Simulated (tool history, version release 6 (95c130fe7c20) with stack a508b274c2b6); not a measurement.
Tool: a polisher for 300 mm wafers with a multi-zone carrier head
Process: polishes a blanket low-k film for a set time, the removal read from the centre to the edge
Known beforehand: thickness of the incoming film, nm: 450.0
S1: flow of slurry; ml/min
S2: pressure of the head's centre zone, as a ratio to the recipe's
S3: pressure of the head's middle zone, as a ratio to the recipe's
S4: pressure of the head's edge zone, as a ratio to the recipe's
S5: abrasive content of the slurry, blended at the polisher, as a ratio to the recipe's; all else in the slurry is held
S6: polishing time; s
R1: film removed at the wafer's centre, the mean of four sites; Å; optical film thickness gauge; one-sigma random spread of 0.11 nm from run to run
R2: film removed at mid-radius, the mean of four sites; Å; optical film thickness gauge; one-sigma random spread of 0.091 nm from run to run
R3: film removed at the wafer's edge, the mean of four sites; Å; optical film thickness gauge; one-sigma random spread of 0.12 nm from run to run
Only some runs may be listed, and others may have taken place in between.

run	day	S1	S2	S3	S4	S5	S6	R1	R2	R3
1	0	295	1	1	1	1	30	112.23	111.31	114.11
2	0.342	295	1	1	1	1	34	126.88	127.62	127.58
3	0.55	305	1.02	0.99	1.01	1	34	130.26	125.46	127.23
4	0.708	310	1.03	0.99	1.02	1	34	130.58	128	130.23
5	0.812	310	1.03	0.99	1.02	1.1	34	136.46	132.72	137.91
6	0.888	310	1.04	0.98	1.02	1.1	34	137.36	128.64	135.87
7	0.933	365	1.14	0.93	1.04	1.1	34	148.27	126.41	136.68

Run 8 comes next. What will it give?
8	1.212	365	1.15	0.93	1.04	1.1	34	?	?	?

R1: 150.35 Å
R2: 125.6 Å
R3: 139.53 Å
